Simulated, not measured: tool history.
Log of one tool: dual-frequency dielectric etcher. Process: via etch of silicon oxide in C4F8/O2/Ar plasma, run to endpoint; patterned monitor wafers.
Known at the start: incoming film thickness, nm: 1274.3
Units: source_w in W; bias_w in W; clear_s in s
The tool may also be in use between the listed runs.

run	day	source_w	bias_w	clear_s
1	0.000	1550	1791	286.72
2	0.233	1500	1775	298.70
3	0.325	1500	1914	287.70
4	0.392	1670	1914	272.85
5	0.675	1610	1900	281.15
6	0.804	1860	1900	262.47

Forecast run 7:
7	0.950	1770	1875	?

clear_s: 266.03 s

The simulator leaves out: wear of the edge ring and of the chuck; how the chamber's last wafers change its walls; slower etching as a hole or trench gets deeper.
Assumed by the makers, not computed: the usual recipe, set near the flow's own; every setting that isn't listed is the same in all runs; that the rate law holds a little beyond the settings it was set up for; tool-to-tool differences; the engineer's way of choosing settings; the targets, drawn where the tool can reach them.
